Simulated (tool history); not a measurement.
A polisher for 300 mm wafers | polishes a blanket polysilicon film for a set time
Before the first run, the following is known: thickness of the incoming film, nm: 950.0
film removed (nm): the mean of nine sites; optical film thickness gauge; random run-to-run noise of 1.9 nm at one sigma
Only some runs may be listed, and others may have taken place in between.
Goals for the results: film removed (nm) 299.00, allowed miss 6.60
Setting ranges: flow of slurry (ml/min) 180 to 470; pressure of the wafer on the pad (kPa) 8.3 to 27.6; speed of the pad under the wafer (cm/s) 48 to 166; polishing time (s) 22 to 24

run,hour,flow of slurry (ml/min),pressure of the wafer on the pad (kPa),speed of the pad under the wafer (cm/s),polishing time (s),film removed (nm)
1,0.0,300,17.9,106,24,200.03
2,4.0,300,17.9,80,24,164.82
3,12.7,300,17.9,98,24,187.75
4,19.1,305,20.0,98,24,205.57
5,24.0,305,20.0,86,24,190.64
6,26.1,305,20.0,86,22,174.10
7,30.3,305,20.0,86,22,174.67
8,36.8,305,22.1,92,22,198.99
9,41.7,310,23.4,98,22,219.19
10,44.3,310,24.1,102,22,233.30
11,52.8,310,24.8,106,22,244.23
12,58.5,310,25.5,110,22,260.53
13,59.7,335,27.6,112,22,282.47
14,60.5,335,27.6,114,22,286.81
15,68.6,335,27.6,116,22,292.22

4 next moves are on the table. One of them brings every result within its allowed miss. Which?
A,76.7,330,26.2,112,23,?
B,76.7,380,22.8,128,24,?
C,76.7,300,27.6,114,23,?
D,76.7,310,26.2,112,23,?

move,film removed (nm)
A,281.97
B,285.76
C,298.23
D,281.03
A: misses by more than the last run did
B: misses by more than the last run did
C: in spec on every target
D: misses by more than the last run did
So the answer is move C, the one that meets all the targets.
